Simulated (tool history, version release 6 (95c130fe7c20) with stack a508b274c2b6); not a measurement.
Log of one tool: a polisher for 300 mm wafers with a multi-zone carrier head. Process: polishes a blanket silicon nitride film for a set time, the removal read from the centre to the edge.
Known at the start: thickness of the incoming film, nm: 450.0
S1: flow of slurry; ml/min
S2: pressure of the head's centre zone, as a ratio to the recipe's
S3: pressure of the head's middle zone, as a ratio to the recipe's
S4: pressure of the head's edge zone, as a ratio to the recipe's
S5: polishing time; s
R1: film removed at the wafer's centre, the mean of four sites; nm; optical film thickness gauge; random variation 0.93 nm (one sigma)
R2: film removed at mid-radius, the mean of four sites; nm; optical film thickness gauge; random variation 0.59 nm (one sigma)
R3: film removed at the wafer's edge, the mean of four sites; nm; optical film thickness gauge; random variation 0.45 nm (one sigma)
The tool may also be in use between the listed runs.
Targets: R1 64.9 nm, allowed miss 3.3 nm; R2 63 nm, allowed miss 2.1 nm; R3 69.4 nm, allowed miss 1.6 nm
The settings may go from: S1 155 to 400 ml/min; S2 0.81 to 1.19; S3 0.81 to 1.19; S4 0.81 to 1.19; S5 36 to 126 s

Run 1, hour 0: S1 255 ml/min, S2 1, S3 1, S4 1, S5 81 s. Result: R1 92.319 nm, R2 92.741 nm, R3 91.752 nm.
Run 2, hour 6.5: S1 305 ml/min, S2 1, S3 1, S4 1, S5 81 s. Result: R1 95.601 nm, R2 94.966 nm, R3 93.977 nm.
Run 3, hour 10.6: S1 305 ml/min, S2 1.05, S3 1, S4 1, S5 81 s. Result: R1 98.797 nm, R2 93.74 nm, R3 93.007 nm.
Run 4, hour 19.2: S1 280 ml/min, S2 1, S3 0.95, S4 0.98, S5 74 s. Result: R1 85.589 nm, R2 82.692 nm, R3 83.735 nm.
Run 5, hour 26.9: S1 280 ml/min, S2 1, S3 0.95, S4 1.06, S5 74 s. Result: R1 85.927 nm, R2 81.978 nm, R3 86.461 nm.
Run 6, hour 28.1: S1 280 ml/min, S2 1, S3 0.98, S4 1.06, S5 74 s. Result: R1 86.396 nm, R2 83.735 nm, R3 85.128 nm.
Run 7, hour 29.1: S1 260 ml/min, S2 0.97, S3 0.94, S4 1.06, S5 69 s. Result: R1 77.537 nm, R2 74.295 nm, R3 80.451 nm.
Run 8, hour 30.4: S1 245 ml/min, S2 0.95, S3 0.92, S4 1.02, S5 66 s. Result: R1 71.769 nm, R2 70.261 nm, R3 74.171 nm.
Run 9, hour 34.2: S1 230 ml/min, S2 0.94, S3 0.9, S4 1.01, S5 66 s. Result: R1 70.377 nm, R2 68.061 nm, R3 73.82 nm.

4 next moves are on the table. One of them brings every result within its allowed miss. Which?
Run A, hour 38: S1 215 ml/min, S2 0.86, S3 0.81, S4 1.04, S5 67 s. Result: R1 ?, R2 ?, R3 ?.
Run B, hour 38: S1 245 ml/min, S2 1.13, S3 0.9, S4 0.96, S5 59 s. Result: R1 ?, R2 ?, R3 ?.
Run C, hour 38: S1 200 ml/min, S2 0.95, S3 0.9, S4 1.05, S5 62 s. Result: R1 ?, R2 ?, R3 ?.
Run D, hour 38: S1 255 ml/min, S2 0.81, S3 0.92, S4 1.06, S5 64 s. Result: R1 ?, R2 ?, R3 ?.

move      R1      R2      R3
   A  64.087  62.208  76.213
   B  75.913  60.773  66.241
   C  64.761   62.02  70.058
   D  59.215  67.592  74.469
A: further off than the last run
B: takes the result that was furthest off past its target
C: meets every target
D: further off than the last run
Move C is the one to make.

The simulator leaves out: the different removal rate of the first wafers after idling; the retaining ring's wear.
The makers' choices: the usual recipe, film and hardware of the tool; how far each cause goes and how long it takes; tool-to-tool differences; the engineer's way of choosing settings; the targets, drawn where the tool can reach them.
